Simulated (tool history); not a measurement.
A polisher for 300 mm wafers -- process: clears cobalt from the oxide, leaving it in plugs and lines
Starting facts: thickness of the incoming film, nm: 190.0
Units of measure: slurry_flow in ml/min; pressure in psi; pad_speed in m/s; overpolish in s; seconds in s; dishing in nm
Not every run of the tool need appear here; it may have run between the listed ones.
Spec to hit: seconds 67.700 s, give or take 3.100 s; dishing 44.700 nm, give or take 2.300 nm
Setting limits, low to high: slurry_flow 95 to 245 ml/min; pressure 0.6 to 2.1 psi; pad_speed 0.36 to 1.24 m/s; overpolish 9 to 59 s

run	hour	slurry_flow	pressure	pad_speed	overpolish	seconds	dishing
1	0.0	155	1.3	0.80	30	85.911	40.975
2	7.2	160	1.4	0.80	29	80.285	40.708
3	13.7	160	1.5	0.80	29	75.709	41.918
4	20.0	160	1.6	0.80	30	73.093	45.131
5	21.5	160	1.6	0.80	41	72.580	51.822
6	26.8	165	1.6	0.80	37	71.296	48.933
7	29.5	170	1.6	0.80	35	71.670	47.143
8	30.1	175	1.6	0.80	34	71.790	46.324
9	31.1	175	1.6	0.80	33	72.937	44.628
10	39.4	175	1.6	0.80	32	70.581	45.489
11	46.2	180	1.6	0.80	29	72.386	42.865

5 next moves are on the table. One of them brings every result within its allowed miss. Which?
A	53.0	210	2.0	0.62	32	?	?
B	53.0	205	1.4	0.80	42	?	?
C	53.0	165	1.7	0.80	24	?	?
D	53.0	125	2.1	0.62	31	?	?
E	53.0	220	1.8	0.74	29	?	?

move	seconds	dishing
A	75.396	44.714
B	78.757	49.292
C	70.140	40.012
D	77.900	43.325
E	69.533	44.299
A: the biggest miss grows against the last run
B: the biggest miss grows against the last run
C: corrects the largest miss of the last run, while another result sits out of spec
D: the biggest miss grows against the last run
E: hits every target within its allowed miss
The move that meets every target is E.
